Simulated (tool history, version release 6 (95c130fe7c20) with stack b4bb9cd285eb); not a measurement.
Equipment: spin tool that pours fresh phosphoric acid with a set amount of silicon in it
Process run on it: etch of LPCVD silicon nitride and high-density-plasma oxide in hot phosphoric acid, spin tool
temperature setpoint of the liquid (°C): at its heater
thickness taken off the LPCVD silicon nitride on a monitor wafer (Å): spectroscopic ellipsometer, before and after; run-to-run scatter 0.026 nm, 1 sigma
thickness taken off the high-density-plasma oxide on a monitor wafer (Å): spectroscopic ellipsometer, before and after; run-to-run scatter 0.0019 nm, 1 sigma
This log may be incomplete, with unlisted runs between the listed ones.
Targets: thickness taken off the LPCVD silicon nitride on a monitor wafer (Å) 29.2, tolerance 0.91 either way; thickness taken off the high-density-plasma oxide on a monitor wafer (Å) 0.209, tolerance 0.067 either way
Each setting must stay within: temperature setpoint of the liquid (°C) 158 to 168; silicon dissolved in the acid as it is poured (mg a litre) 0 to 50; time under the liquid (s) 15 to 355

run,day,temperature setpoint of the liquid (°C),silicon dissolved in the acid as it is poured (mg a litre),time under the liquid (s),thickness taken off the LPCVD silicon nitride on a monitor wafer (Å),thickness taken off the high-density-plasma oxide on a monitor wafer (Å)
1,0,163,29.5,180,168.29,3.7665
2,0.325,163,42,180,167.7,1.8334
3,0.671,162,42,180,162.1,1.7183
4,0.967,161,42,180,158.09,1.2747
5,1.104,161,31.5,180,159.61,2.0999
6,1.333,161,22,180,156.55,3.9814
7,1.546,158.5,24,90,73.531,1.498
8,1.729,158.5,27.5,80,64.354,1.2702
9,1.783,158.5,31,70,56.598,0.88855
10,1.967,158.5,34,60,48.362,0.68248
11,2.117,158.5,36,55,44.282,0.55731
12,2.296,158.5,38,50,40.044,0.50505
13,2.608,158.5,40,50,40.583,0.42124
14,2.683,158.5,41,45,36.192,0.34351
15,2.717,158.5,42,45,36.474,0.3346
16,3,158,49,15,11.814,0.089558
17,3.042,158.5,49,15,11.987,0.085936
18,3.196,158.5,47,20,15.945,0.11524
19,3.521,158.5,45.5,25,20.163,0.14409
20,3.621,161,48.5,65,56.963,0.49248
21,3.892,160.5,48.5,65,56.589,0.41657
22,4.038,160,48.5,65,55.01,0.44872
23,4.4,159.5,48.5,65,53.947,0.4229
24,4.667,159.5,48.5,60,50.262,0.31048
25,4.758,159.5,48.5,60,50.556,0.28594
26,5.121,159.5,48,55,45.877,0.29441
27,5.25,159.5,47.5,50,41.538,0.2985
28,5.429,159.5,47.5,50,41.601,0.34002
29,5.596,158,50,15,12.011,0.0812

Which single option among these 4 for the next run brings every result within its allowed miss of target? Just one does.
A,5.762,158,45.5,25,?,?
B,5.762,158,29.5,30,?,?
C,5.762,159.5,50,35,?,?
D,5.762,158,48,30,?,?

move,thickness taken off the LPCVD silicon nitride on a monitor wafer (Å),thickness taken off the high-density-plasma oxide on a monitor wafer (Å)
A,19.898,0.1414
B,23.878,0.41404
C,29.305,0.22137
D,23.878,0.16968
A: moves toward the targets from the last run without getting all of them in spec
B: moves toward the targets from the last run without getting all of them in spec
C: all results in spec
D: moves toward the targets from the last run without getting all of them in spec
Move C is the one to make.
